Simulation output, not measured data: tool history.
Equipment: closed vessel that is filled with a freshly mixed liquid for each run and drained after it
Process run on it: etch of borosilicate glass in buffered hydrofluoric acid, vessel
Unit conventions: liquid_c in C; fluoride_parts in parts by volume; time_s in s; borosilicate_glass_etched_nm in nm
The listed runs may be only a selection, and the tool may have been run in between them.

run 1 hour=0.0 | liquid_c=23.0 fluoride_parts=15.0 time_s=100 | borosilicate_glass_etched_nm=71.294
run 2 hour=5.3 | liquid_c=25.0 fluoride_parts=15.0 time_s=100 | borosilicate_glass_etched_nm=80.683
run 3 hour=9.7 | liquid_c=25.5 fluoride_parts=15.0 time_s=100 | borosilicate_glass_etched_nm=83.037
run 4 hour=13.5 | liquid_c=25.5 fluoride_parts=11.5 time_s=100 | borosilicate_glass_etched_nm=106.920
run 5 hour=19.8 | liquid_c=25.5 fluoride_parts=15.5 time_s=100 | borosilicate_glass_etched_nm=80.183
run 6 hour=26.0 | liquid_c=26.0 fluoride_parts=15.5 time_s=100 | borosilicate_glass_etched_nm=82.063
run 7 hour=33.0 | liquid_c=26.5 fluoride_parts=15.5 time_s=100 | borosilicate_glass_etched_nm=84.971
run 8 hour=35.5 | liquid_c=27.0 fluoride_parts=15.5 time_s=100 | borosilicate_glass_etched_nm=86.297
run 9 hour=36.7 | liquid_c=27.5 fluoride_parts=15.5 time_s=100 | borosilicate_glass_etched_nm=89.403

Run 10 is up next; what results do you expect?
run 10 hour=41.6 | liquid_c=28.0 fluoride_parts=15.5 time_s=100 | borosilicate_glass_etched_nm=?

borosilicate_glass_etched_nm: 91.028 nm
